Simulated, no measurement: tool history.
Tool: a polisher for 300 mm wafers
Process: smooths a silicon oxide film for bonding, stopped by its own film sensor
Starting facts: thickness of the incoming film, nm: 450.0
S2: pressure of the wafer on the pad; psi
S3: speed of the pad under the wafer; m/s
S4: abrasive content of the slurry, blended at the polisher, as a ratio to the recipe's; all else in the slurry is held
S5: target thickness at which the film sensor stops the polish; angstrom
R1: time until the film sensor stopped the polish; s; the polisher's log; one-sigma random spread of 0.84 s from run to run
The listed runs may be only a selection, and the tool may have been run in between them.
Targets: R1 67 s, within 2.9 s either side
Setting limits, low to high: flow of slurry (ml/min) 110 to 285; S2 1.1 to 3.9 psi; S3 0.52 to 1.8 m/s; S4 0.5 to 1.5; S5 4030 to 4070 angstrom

run 1 day=0 | flow_of_slurry_(ml/min)=180 S2=2.5 S3=1.16 S4=1 S5=4030 | R1=41.149
run 2 day=0.033 | flow_of_slurry_(ml/min)=180 S2=2.3 S3=1.16 S4=1 S5=4030 | R1=44.597
run 3 day=0.075 | flow_of_slurry_(ml/min)=180 S2=2.1 S3=1.16 S4=1 S5=4030 | R1=48.294
run 4 day=0.388 | flow_of_slurry_(ml/min)=180 S2=2 S3=1.16 S4=1 S5=4030 | R1=49.121
run 5 day=0.633 | flow_of_slurry_(ml/min)=180 S2=2 S3=1.16 S4=1 S5=4030 | R1=49.56
run 6 day=0.7 | flow_of_slurry_(ml/min)=180 S2=1.9 S3=1.16 S4=1 S5=4030 | R1=51.531
run 7 day=0.817 | flow_of_slurry_(ml/min)=180 S2=1.8 S3=1.16 S4=1 S5=4030 | R1=51.848
run 8 day=1.029 | flow_of_slurry_(ml/min)=175 S2=1.1 S3=1.12 S4=1 S5=4030 | R1=76.818

Which single option among these 4 for the next run brings every result within its allowed miss of target? Just one does.
run A day=1.242 | flow_of_slurry_(ml/min)=210 S2=1.1 S3=1.18 S4=1 S5=4060 | R1=?
run B day=1.242 | flow_of_slurry_(ml/min)=180 S2=1.3 S3=1.18 S4=1 S5=4070 | R1=?
run C day=1.242 | flow_of_slurry_(ml/min)=200 S2=1.4 S3=1.1 S4=1 S5=4060 | R1=?
run D day=1.242 | flow_of_slurry_(ml/min)=195 S2=1.3 S3=0.9 S4=1.25 S5=4030 | R1=?

move=A R1=67.227
move=B R1=60.559
move=C R1=61.454
move=D R1=74.786
A: every result lands within tolerance
B: the result that was furthest off in the last run now lies on the other side of its target
C: the result that was furthest off in the last run now lies on the other side of its target
D: closes in on the targets versus the last run, not all within tolerance yet
Move A is the one to make.
